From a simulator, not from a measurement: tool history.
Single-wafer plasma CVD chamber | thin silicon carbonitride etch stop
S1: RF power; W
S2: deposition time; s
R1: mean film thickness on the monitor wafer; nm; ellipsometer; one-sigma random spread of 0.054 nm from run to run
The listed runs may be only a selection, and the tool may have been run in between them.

Run 1, hour 0: S1 230 W, S2 21.4 s. Result: R1 13.197 nm.
Run 2, hour 1.4: S1 230 W, S2 19 s. Result: R1 11.556 nm.
Run 3, hour 7.1: S1 225 W, S2 18.8 s. Result: R1 11.38 nm.
Run 4, hour 8.5: S1 245 W, S2 18.8 s. Result: R1 11.709 nm.
Run 5, hour 11.4: S1 265 W, S2 18.8 s. Result: R1 12.011 nm.
Run 6, hour 14.5: S1 285 W, S2 18.8 s. Result: R1 12.275 nm.
Run 7, hour 20.4: S1 275 W, S2 18.3 s. Result: R1 11.901 nm.
Run 8, hour 25.5: S1 270 W, S2 18 s. Result: R1 11.659 nm.

Predict the results of run 9:
Run 9, hour 34.2: S1 265 W, S2 17.7 s. Result: R1 ?.

R1: 11.321 nm
